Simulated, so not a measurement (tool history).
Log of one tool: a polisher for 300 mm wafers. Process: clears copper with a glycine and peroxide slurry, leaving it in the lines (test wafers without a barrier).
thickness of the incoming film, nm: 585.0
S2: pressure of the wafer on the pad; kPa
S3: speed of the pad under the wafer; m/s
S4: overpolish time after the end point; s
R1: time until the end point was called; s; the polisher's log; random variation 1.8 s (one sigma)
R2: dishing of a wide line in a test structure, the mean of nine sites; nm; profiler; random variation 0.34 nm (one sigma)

run 1 hour=0 | flow_of_slurry_(ml/min)=120 S2=11 S3=1.02 S4=11 | R1=161.38 R2=26.627
run 2 hour=6 | flow_of_slurry_(ml/min)=115 S2=10.3 S3=1.02 S4=9 | R1=171.26 R2=21.408
run 3 hour=8.2 | flow_of_slurry_(ml/min)=130 S2=10.3 S3=1.02 S4=9 | R1=163.14 R2=22.391
run 4 hour=15.2 | flow_of_slurry_(ml/min)=120 S2=10.3 S3=1.02 S4=8 | R1=168.17 R2=19.702
run 5 hour=22.4 | flow_of_slurry_(ml/min)=105 S2=10.3 S3=1.02 S4=8 | R1=172.48 R2=19.185
run 6 hour=23.3 | flow_of_slurry_(ml/min)=105 S2=13.1 S3=1.02 S4=8 | R1=156.15 R2=21.431

Run 7 comes next. What will it give?
run 7 hour=30.4 | flow_of_slurry_(ml/min)=100 S2=12.4 S3=1.02 S4=8 | R1=? R2=?

R1: 160.6 s
R2: 21.144 nm
